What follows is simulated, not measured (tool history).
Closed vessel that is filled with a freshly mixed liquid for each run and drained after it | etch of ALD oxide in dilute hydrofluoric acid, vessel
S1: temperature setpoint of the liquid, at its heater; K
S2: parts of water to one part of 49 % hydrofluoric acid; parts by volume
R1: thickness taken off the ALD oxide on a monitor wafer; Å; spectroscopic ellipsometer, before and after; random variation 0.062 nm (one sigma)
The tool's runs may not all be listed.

run 1 day=0 | S1=297.15 S2=245 time_in_the_liquid_(s)=30 | R1=21.79
run 2 day=0.225 | S1=300.15 S2=245 time_in_the_liquid_(s)=30 | R1=24.461
run 3 day=0.596 | S1=300.15 S2=245 time_in_the_liquid_(s)=30 | R1=24.438
run 4 day=0.954 | S1=301.65 S2=180 time_in_the_liquid_(s)=30 | R1=38.088
run 5 day=1.146 | S1=301.65 S2=120 time_in_the_liquid_(s)=30 | R1=60.456
run 6 day=1.338 | S1=303.15 S2=120 time_in_the_liquid_(s)=30 | R1=64.753
run 7 day=1.521 | S1=303.65 S2=110 time_in_the_liquid_(s)=30 | R1=72.514
run 8 day=1.867 | S1=304.15 S2=105 time_in_the_liquid_(s)=30 | R1=78.32

Run 9 comes next. What will it give?
run 9 day=2.054 | S1=304.65 S2=100 time_in_the_liquid_(s)=30 | R1=?

{"run 9": {"R1": 84.182}}
